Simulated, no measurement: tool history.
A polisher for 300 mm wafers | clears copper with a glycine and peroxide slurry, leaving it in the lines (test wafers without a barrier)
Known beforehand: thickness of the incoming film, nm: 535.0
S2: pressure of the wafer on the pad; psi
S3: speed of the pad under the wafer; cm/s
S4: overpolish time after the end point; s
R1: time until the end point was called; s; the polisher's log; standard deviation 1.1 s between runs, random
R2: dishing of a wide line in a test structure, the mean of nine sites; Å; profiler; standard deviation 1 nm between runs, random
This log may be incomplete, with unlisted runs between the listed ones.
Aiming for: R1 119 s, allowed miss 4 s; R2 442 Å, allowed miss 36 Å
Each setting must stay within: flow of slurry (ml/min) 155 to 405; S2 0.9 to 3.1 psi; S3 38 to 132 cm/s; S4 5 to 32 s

Run 1, day 0: flow of slurry (ml/min) 260, S2 2 psi, S3 84 cm/s, S4 16 s. Result: R1 141.06 s, R2 319.32 Å.
Run 2, day 0.029: flow of slurry (ml/min) 260, S2 2.1 psi, S3 84 cm/s, S4 17 s. Result: R1 139.41 s, R2 310.06 Å.
Run 3, day 0.304: flow of slurry (ml/min) 260, S2 2.1 psi, S3 84 cm/s, S4 14 s. Result: R1 139.31 s, R2 290.24 Å.
Run 4, day 0.454: flow of slurry (ml/min) 260, S2 2.1 psi, S3 84 cm/s, S4 15 s. Result: R1 139.7 s, R2 309.18 Å.
Run 5, day 0.767: flow of slurry (ml/min) 260, S2 2.2 psi, S3 84 cm/s, S4 16 s. Result: R1 134.31 s, R2 308.95 Å.
Run 6, day 1.017: flow of slurry (ml/min) 260, S2 2.2 psi, S3 102 cm/s, S4 16 s. Result: R1 116.13 s, R2 362.95 Å.
Run 7, day 1.158: flow of slurry (ml/min) 260, S2 2.2 psi, S3 102 cm/s, S4 17 s. Result: R1 117.95 s, R2 369.63 Å.
Run 8, day 1.504: flow of slurry (ml/min) 260, S2 2.2 psi, S3 102 cm/s, S4 18 s. Result: R1 115.43 s, R2 387.38 Å.
Run 9, day 1.838: flow of slurry (ml/min) 260, S2 2.1 psi, S3 102 cm/s, S4 20 s. Result: R1 121 s, R2 399.98 Å.

Consider the 4 candidate settings below. Which is the only one whose results all fall within their allowed miss of target?
Run A, day 2.171: flow of slurry (ml/min) 225, S2 2.6 psi, S3 90 cm/s, S4 13 s. Result: R1 ?, R2 ?.
Run B, day 2.171: flow of slurry (ml/min) 260, S2 1.8 psi, S3 114 cm/s, S4 24 s. Result: R1 ?, R2 ?.
Run C, day 2.171: flow of slurry (ml/min) 265, S2 2 psi, S3 106 cm/s, S4 17 s. Result: R1 ?, R2 ?.
Run D, day 2.171: flow of slurry (ml/min) 350, S2 2.6 psi, S3 78 cm/s, S4 26 s. Result: R1 ?, R2 ?.

move      R1      R2
   A   118.3  292.39
   B  119.49  415.33
   C  119.26  343.86
   D  127.57  436.43
A: misses by more than the last run did
B: all results in spec
C: misses by more than the last run did
D: gets the furthest-off result to its target, but another result is out of tolerance
B is the move that brings every result within its allowed miss.
